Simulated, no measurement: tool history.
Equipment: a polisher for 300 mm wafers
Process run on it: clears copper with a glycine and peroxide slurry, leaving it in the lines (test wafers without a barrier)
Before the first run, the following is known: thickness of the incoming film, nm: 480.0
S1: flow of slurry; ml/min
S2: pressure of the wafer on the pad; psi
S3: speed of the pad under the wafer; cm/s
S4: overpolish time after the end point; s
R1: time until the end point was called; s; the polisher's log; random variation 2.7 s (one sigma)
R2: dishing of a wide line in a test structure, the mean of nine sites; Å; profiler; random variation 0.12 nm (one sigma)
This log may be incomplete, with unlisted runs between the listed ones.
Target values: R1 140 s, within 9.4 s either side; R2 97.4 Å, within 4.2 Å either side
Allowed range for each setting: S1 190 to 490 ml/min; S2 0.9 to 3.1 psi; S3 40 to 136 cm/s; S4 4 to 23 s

run    day   S1   S2  S3  S4      R1      R2
  1      0  315    2  88  12  95.084   393.2
  2  0.121  285  1.7  80  10   111.3  289.69
  3  0.342  285  2.1  80  10  98.732  333.38
  4   0.55  345  2.1  80  10  96.306  335.33
  5  0.883  345  2.1  80   7  95.793  242.17
  6  1.217  385  1.8  74   6  109.96  180.15
  7  1.517  415  1.6  72   5  116.47  140.71
  8  1.883  415  1.6  72   5  121.26  144.16
  9  2.175  435  1.4  74   5  129.14  133.82
 10    2.3  450  1.4  68   5  128.97  129.89
 11    2.5  460  1.3  66   5  139.56  120.37

5 next moves are on the table. One of them brings every result within its allowed miss. Which?
  A  2.7  490  1.2  72   4   ?   ?
  B  2.7  480  1.4  62   6   ?   ?
  C  2.7  445  1.5  74   4   ?   ?
  D  2.7  460  1.2  74   7   ?   ?
  E  2.7  485  1.3  68   6   ?   ?

move      R1      R2
   A  142.21   96.67
   B   136.3  149.15
   C   122.7  111.61
   D  141.32   166.5
   E  138.19  147.04
A: hits every target within its allowed miss
B: its largest miss is bigger than the last run's
C: an improvement on the last run, though not all results are within tolerance
D: its largest miss is bigger than the last run's
E: its largest miss is bigger than the last run's
So the answer is move A, the one that meets all the targets.
